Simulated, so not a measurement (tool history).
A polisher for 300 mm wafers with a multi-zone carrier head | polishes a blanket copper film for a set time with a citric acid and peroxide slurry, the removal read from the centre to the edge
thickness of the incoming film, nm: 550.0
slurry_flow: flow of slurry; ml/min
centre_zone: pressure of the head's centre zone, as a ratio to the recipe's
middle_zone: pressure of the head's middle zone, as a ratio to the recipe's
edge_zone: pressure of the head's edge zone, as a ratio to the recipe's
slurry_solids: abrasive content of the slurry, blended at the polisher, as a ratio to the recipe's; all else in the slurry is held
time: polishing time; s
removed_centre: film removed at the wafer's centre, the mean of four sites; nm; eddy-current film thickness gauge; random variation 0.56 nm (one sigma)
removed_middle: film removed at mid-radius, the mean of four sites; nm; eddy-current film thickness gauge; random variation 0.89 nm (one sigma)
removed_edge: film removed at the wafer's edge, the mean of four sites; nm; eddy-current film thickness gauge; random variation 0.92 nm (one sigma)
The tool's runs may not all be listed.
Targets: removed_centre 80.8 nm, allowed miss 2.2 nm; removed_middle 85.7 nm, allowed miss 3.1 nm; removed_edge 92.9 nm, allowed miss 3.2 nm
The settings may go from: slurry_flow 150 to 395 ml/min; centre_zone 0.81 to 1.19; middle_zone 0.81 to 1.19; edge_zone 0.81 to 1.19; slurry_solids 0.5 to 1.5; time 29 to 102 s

{"run": 1, "day": 0.0, "slurry_flow": 250, "centre_zone": 1, "middle_zone": 1, "edge_zone": 1, "slurry_solids": 1, "time": 65, "removed_centre": 97.634, "removed_middle": 105.91, "removed_edge": 109.64}
{"run": 2, "day": 0.225, "slurry_flow": 250, "centre_zone": 1, "middle_zone": 1, "edge_zone": 0.92, "slurry_solids": 1, "time": 65, "removed_centre": 96.244, "removed_middle": 109.05, "removed_edge": 106.95}
{"run": 3, "day": 0.321, "slurry_flow": 245, "centre_zone": 0.99, "middle_zone": 0.97, "edge_zone": 0.91, "slurry_solids": 0.9, "time": 65, "removed_centre": 92.614, "removed_middle": 100.77, "removed_edge": 100.81}
{"run": 4, "day": 0.554, "slurry_flow": 245, "centre_zone": 0.99, "middle_zone": 0.93, "edge_zone": 0.91, "slurry_solids": 0.9, "time": 65, "removed_centre": 92.77, "removed_middle": 97.444, "removed_edge": 102.54}
{"run": 5, "day": 0.588, "slurry_flow": 245, "centre_zone": 0.99, "middle_zone": 0.98, "edge_zone": 0.91, "slurry_solids": 0.9, "time": 65, "removed_centre": 93.675, "removed_middle": 99.585, "removed_edge": 102.17}
{"run": 6, "day": 0.675, "slurry_flow": 245, "centre_zone": 0.99, "middle_zone": 0.98, "edge_zone": 0.97, "slurry_solids": 0.9, "time": 65, "removed_centre": 92.605, "removed_middle": 101.28, "removed_edge": 103.79}
{"run": 7, "day": 0.946, "slurry_flow": 245, "centre_zone": 0.99, "middle_zone": 0.98, "edge_zone": 0.97, "slurry_solids": 0.9, "time": 65, "removed_centre": 93.983, "removed_middle": 101.24, "removed_edge": 103.82}
{"run": 8, "day": 1.188, "slurry_flow": 235, "centre_zone": 0.97, "middle_zone": 0.96, "edge_zone": 0.96, "slurry_solids": 0.85, "time": 65, "removed_centre": 88.829, "removed_middle": 96.763, "removed_edge": 99.794}

Which of these 4 next moves meets every target?
{"run": "A", "day": 1.429, "slurry_flow": 155, "centre_zone": 0.86, "middle_zone": 0.95, "edge_zone": 0.85, "slurry_solids": 1.1, "time": 62, "removed_centre": "?", "removed_middle": "?", "removed_edge": "?"}
{"run": "B", "day": 1.429, "slurry_flow": 225, "centre_zone": 1.02, "middle_zone": 0.98, "edge_zone": 1.08, "slurry_solids": 0.7, "time": 61, "removed_centre": "?", "removed_middle": "?", "removed_edge": "?"}
{"run": "C", "day": 1.429, "slurry_flow": 195, "centre_zone": 0.88, "middle_zone": 0.89, "edge_zone": 0.89, "slurry_solids": 0.85, "time": 63, "removed_centre": "?", "removed_middle": "?", "removed_edge": "?"}
{"run": "D", "day": 1.429, "slurry_flow": 195, "centre_zone": 0.92, "middle_zone": 1.04, "edge_zone": 1, "slurry_solids": 0.75, "time": 63, "removed_centre": "?", "removed_middle": "?", "removed_edge": "?"}

move=A removed_centre=75.253 removed_middle=91.905 removed_edge=93.892
move=B removed_centre=81.555 removed_middle=85.136 removed_edge=93.096
move=C removed_centre=75.737 removed_middle=85.122 removed_edge=92.64
move=D removed_centre=75.905 removed_middle=92.79 removed_edge=93.369
A: takes the result that was furthest off past its target
B: meets every target
C: takes the result that was furthest off past its target
D: takes the result that was furthest off past its target
The right move is B.

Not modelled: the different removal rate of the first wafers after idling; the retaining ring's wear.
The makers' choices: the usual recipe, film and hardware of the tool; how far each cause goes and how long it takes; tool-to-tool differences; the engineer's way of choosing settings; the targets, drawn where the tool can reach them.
